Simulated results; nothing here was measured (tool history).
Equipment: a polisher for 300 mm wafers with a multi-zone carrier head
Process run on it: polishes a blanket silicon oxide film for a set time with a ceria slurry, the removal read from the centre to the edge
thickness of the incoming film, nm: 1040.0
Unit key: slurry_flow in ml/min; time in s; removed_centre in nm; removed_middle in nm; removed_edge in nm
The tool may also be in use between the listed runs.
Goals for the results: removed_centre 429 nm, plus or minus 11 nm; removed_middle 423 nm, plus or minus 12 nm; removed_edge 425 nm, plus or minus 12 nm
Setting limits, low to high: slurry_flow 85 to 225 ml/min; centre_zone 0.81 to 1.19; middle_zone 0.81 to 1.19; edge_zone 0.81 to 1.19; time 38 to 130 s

run 1 hour=0 | slurry_flow=145 centre_zone=1 middle_zone=1 edge_zone=1 time=84 | removed_centre=257.56 removed_middle=262.54 removed_edge=262.05
run 2 hour=7.3 | slurry_flow=145 centre_zone=1 middle_zone=0.94 edge_zone=1 time=84 | removed_centre=258.72 removed_middle=248.67 removed_edge=264.5
run 3 hour=12.5 | slurry_flow=160 centre_zone=1 middle_zone=0.94 edge_zone=1 time=84 | removed_centre=261.51 removed_middle=255.14 removed_edge=267.37
run 4 hour=18 | slurry_flow=170 centre_zone=1.03 middle_zone=0.97 edge_zone=1.04 time=93 | removed_centre=309.18 removed_middle=291.86 removed_edge=304.53
run 5 hour=20.9 | slurry_flow=170 centre_zone=1.03 middle_zone=0.97 edge_zone=0.99 time=93 | removed_centre=306.83 removed_middle=287.77 removed_edge=297.56
run 6 hour=28 | slurry_flow=175 centre_zone=1.03 middle_zone=1 edge_zone=1.03 time=100 | removed_centre=330.22 removed_middle=321.11 removed_edge=329.12
run 7 hour=30.7 | slurry_flow=180 centre_zone=1.05 middle_zone=1.03 edge_zone=1.06 time=105 | removed_centre=356.21 removed_middle=347.76 removed_edge=352.95
run 8 hour=33.3 | slurry_flow=180 centre_zone=1.05 middle_zone=1.03 edge_zone=1.06 time=105 | removed_centre=354.98 removed_middle=346.41 removed_edge=352.4
run 9 hour=36.1 | slurry_flow=185 centre_zone=1.06 middle_zone=1.05 edge_zone=1.08 time=109 | removed_centre=371.68 removed_middle=366.98 removed_edge=369.49

Which of these 5 next moves meets every target?
run A hour=38.9 | slurry_flow=140 centre_zone=0.98 middle_zone=1.07 edge_zone=1.18 time=95 | removed_centre=? removed_middle=? removed_edge=?
run B hour=38.9 | slurry_flow=185 centre_zone=1.06 middle_zone=1.05 edge_zone=1.12 time=116 | removed_centre=? removed_middle=? removed_edge=?
run C hour=38.9 | slurry_flow=195 centre_zone=1.08 middle_zone=1.06 edge_zone=1.14 time=114 | removed_centre=? removed_middle=? removed_edge=?
run D hour=38.9 | slurry_flow=185 centre_zone=1.1 middle_zone=1 edge_zone=1.04 time=120 | removed_centre=? removed_middle=? removed_edge=?
run E hour=38.9 | slurry_flow=195 centre_zone=1.06 middle_zone=1.04 edge_zone=1.08 time=124 | removed_centre=? removed_middle=? removed_edge=?

move=A removed_centre=282.7 removed_middle=312.19 removed_edge=321.01
move=B removed_centre=394.28 removed_middle=393.49 removed_edge=395.16
move=C removed_centre=398.34 removed_middle=392.85 removed_edge=394.1
move=D removed_centre=423.23 removed_middle=390.53 removed_edge=394.14
move=E removed_centre=425.14 removed_middle=420.52 removed_edge=417.16
A: the biggest miss grows against the last run
B: moves toward the targets from the last run without getting all of them in spec
C: moves toward the targets from the last run without getting all of them in spec
D: meets the target for the result that was furthest off, but another lies outside its allowed miss
E: every result within its allowed miss
Move E is the one to make.
